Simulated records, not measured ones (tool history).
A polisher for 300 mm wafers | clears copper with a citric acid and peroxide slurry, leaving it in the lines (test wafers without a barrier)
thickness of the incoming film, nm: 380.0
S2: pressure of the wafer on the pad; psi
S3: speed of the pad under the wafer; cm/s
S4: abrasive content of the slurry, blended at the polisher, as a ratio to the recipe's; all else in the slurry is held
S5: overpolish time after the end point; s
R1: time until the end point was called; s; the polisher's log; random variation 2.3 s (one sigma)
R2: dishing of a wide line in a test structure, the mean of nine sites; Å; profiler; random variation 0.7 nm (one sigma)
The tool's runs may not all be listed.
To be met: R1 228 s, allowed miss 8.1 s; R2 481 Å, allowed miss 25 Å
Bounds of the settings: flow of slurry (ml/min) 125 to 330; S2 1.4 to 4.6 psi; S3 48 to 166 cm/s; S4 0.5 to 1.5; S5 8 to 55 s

Run 1, hour 0: flow of slurry (ml/min) 210, S2 3 psi, S3 106 cm/s, S4 1, S5 28 s. Result: R1 174.89 s, R2 390.57 Å.
Run 2, hour 7.6: flow of slurry (ml/min) 210, S2 2.9 psi, S3 106 cm/s, S4 1, S5 31 s. Result: R1 182.79 s, R2 415.5 Å.
Run 3, hour 16.3: flow of slurry (ml/min) 210, S2 2.8 psi, S3 106 cm/s, S4 1, S5 33 s. Result: R1 188.45 s, R2 410.39 Å.
Run 4, hour 19.7: flow of slurry (ml/min) 210, S2 2.8 psi, S3 106 cm/s, S4 1.1, S5 33 s. Result: R1 182.26 s, R2 415.32 Å.
Run 5, hour 28.1: flow of slurry (ml/min) 210, S2 2.8 psi, S3 106 cm/s, S4 1.1, S5 21 s. Result: R1 183.95 s, R2 296.26 Å.
Run 6, hour 34.5: flow of slurry (ml/min) 210, S2 2.8 psi, S3 106 cm/s, S4 1.1, S5 28 s. Result: R1 183.17 s, R2 372.06 Å.
Run 7, hour 43: flow of slurry (ml/min) 205, S2 2.7 psi, S3 106 cm/s, S4 1.1, S5 31 s. Result: R1 187.9 s, R2 392.42 Å.
Run 8, hour 47.5: flow of slurry (ml/min) 205, S2 2.6 psi, S3 106 cm/s, S4 1.1, S5 33 s. Result: R1 198.39 s, R2 397.72 Å.
Run 9, hour 51.6: flow of slurry (ml/min) 200, S2 2.6 psi, S3 106 cm/s, S4 1.1, S5 35 s. Result: R1 201.84 s, R2 417.23 Å.
Run 10, hour 56.3: flow of slurry (ml/min) 190, S2 2.6 psi, S3 106 cm/s, S4 1.1, S5 36 s. Result: R1 199.41 s, R2 421.92 Å.
Run 11, hour 58: flow of slurry (ml/min) 185, S2 2.6 psi, S3 106 cm/s, S4 1.1, S5 37 s. Result: R1 198.87 s, R2 436.24 Å.
Run 12, hour 60.4: flow of slurry (ml/min) 185, S2 2.5 psi, S3 106 cm/s, S4 1.1, S5 38 s. Result: R1 207.39 s, R2 437.76 Å.
Run 13, hour 64.7: flow of slurry (ml/min) 185, S2 2.5 psi, S3 106 cm/s, S4 1.1, S5 39 s. Result: R1 212.05 s, R2 441.17 Å.
Run 14, hour 67.3: flow of slurry (ml/min) 180, S2 2.5 psi, S3 106 cm/s, S4 1.1, S5 40 s. Result: R1 209.76 s, R2 446.43 Å.
Run 15, hour 68.8: flow of slurry (ml/min) 175, S2 2.2 psi, S3 106 cm/s, S4 1.1, S5 46 s. Result: R1 235.55 s, R2 453.22 Å.

Which of these 5 next moves meets every target?
Run A, hour 70.3: flow of slurry (ml/min) 155, S2 2.3 psi, S3 108 cm/s, S4 1.05, S5 51 s. Result: R1 ?, R2 ?.
Run B, hour 70.3: flow of slurry (ml/min) 140, S2 2.1 psi, S3 118 cm/s, S4 0.95, S5 45 s. Result: R1 ?, R2 ?.
Run C, hour 70.3: flow of slurry (ml/min) 150, S2 2.9 psi, S3 76 cm/s, S4 1.1, S5 44 s. Result: R1 ?, R2 ?.
Run D, hour 70.3: flow of slurry (ml/min) 150, S2 2.5 psi, S3 98 cm/s, S4 0.95, S5 39 s. Result: R1 ?, R2 ?.
Run E, hour 70.3: flow of slurry (ml/min) 185, S2 2.8 psi, S3 102 cm/s, S4 0.6, S5 41 s. Result: R1 ?, R2 ?.

move      R1      R2
   A  230.17  491.08
   B  240.16  432.64
   C  253.32  419.91
   D  238.74  396.32
   E  219.72  441.47
A: meets every target
B: further off than the last run
C: further off than the last run
D: further off than the last run
E: further off than the last run
Answer: A

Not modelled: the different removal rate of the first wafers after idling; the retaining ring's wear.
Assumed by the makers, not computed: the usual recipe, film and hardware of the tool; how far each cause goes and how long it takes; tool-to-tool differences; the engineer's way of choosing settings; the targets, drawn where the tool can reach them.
